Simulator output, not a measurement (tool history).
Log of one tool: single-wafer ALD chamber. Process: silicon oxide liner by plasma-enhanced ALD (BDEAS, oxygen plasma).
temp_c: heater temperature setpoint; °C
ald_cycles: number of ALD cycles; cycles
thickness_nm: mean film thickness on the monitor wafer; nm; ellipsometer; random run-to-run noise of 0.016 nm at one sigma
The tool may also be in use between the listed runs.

run	day	temp_c	ald_cycles	thickness_nm
1	0	310	50	4.3826
2	0.1	310	52	4.5708
3	0.404	310	54	4.7629
4	0.733	314	54	4.7107
5	0.983	322	54	4.6877
6	1.242	333	54	4.5805
7	1.404	333	56	4.7455

Estimate the outcome of run 8 from the log above:
8	1.767	333	57	?

{"run 8": {"thickness_nm": 4.8228}}

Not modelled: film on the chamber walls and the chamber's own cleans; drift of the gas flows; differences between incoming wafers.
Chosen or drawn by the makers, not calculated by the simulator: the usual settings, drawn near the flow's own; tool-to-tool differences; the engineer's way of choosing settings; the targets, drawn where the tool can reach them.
